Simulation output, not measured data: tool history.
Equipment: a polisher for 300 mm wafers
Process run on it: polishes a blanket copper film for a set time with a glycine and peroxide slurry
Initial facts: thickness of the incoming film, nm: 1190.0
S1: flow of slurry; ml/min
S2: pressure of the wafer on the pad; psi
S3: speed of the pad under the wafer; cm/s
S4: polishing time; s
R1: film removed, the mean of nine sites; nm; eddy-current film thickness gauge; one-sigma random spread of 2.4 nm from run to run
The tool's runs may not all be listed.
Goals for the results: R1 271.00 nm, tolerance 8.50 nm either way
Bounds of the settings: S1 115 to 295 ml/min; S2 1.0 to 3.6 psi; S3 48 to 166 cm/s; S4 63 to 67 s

run 1 day=0.000 | S1=190 S2=2.3 S3=106 S4=63 | R1=356.33
run 2 day=0.296 | S1=190 S2=2.3 S3=106 S4=63 | R1=354.02
run 3 day=0.571 | S1=190 S2=2.3 S3=106 S4=63 | R1=357.41
run 4 day=0.675 | S1=225 S2=2.3 S3=106 S4=63 | R1=354.38
run 5 day=0.988 | S1=190 S2=2.3 S3=106 S4=63 | R1=350.17
run 6 day=1.012 | S1=190 S2=2.1 S3=106 S4=63 | R1=333.92
run 7 day=1.371 | S1=190 S2=2.1 S3=106 S4=63 | R1=333.16
run 8 day=1.442 | S1=190 S2=1.9 S3=106 S4=63 | R1=311.43

5 candidate next runs follow, results not yet known. Just one meets every target within its allowed miss. Identify it.
run A day=1.512 | S1=205 S2=1.9 S3=100 S4=63 | R1=?
run B day=1.512 | S1=145 S2=2.1 S3=68 S4=64 | R1=?
run C day=1.512 | S1=185 S2=1.7 S3=96 S4=63 | R1=?
run D day=1.512 | S1=150 S2=2.4 S3=80 S4=64 | R1=?
run E day=1.512 | S1=175 S2=2.0 S3=106 S4=67 | R1=?

move=A R1=299.99
move=B R1=241.07
move=C R1=269.94
move=D R1=292.86
move=E R1=338.49
A: an improvement on the last run, though not all results are within tolerance
B: moves the result that the last run missed by most past its target, out the other side
C: in spec on every target
D: an improvement on the last run, though not all results are within tolerance
E: its largest miss is bigger than the last run's
Answer: C

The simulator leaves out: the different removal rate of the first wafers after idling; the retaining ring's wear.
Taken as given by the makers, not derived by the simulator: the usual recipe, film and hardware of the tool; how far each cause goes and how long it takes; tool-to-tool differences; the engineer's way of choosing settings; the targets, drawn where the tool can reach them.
